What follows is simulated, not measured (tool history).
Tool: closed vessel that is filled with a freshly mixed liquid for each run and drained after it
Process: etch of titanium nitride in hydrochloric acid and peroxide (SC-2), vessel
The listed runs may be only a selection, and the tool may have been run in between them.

| run | hour | temperature setpoint of the liquid (K) | parts of water to one part each of 37 % hydrochloric acid and 30 % peroxide (parts by volume) | time in the liquid (s) | thickness taken off the titanium nitride on a monitor wafer (angstrom) |
|---|---|---|---|---|---|
| 1 | 0 | 325.15 | 8.5 | 1385 | 281.18 |
| 2 | 7.1 | 325.15 | 8.5 | 1480 | 297.93 |
| 3 | 9.3 | 321.65 | 8.5 | 1480 | 238.59 |
| 4 | 13.5 | 322.65 | 8.5 | 1480 | 251.9 |
| 5 | 15.7 | 323.65 | 8.5 | 1480 | 270.95 |
| 6 | 17.3 | 329.65 | 8.5 | 1480 | 404.64 |

Run 7, settings as shown, results not yet in. Your forecast:
| 7 | 20.3 | 330.15 | 8.5 | 1480 | ? |

thickness taken off the titanium nitride on a monitor wafer (angstrom): 417.14
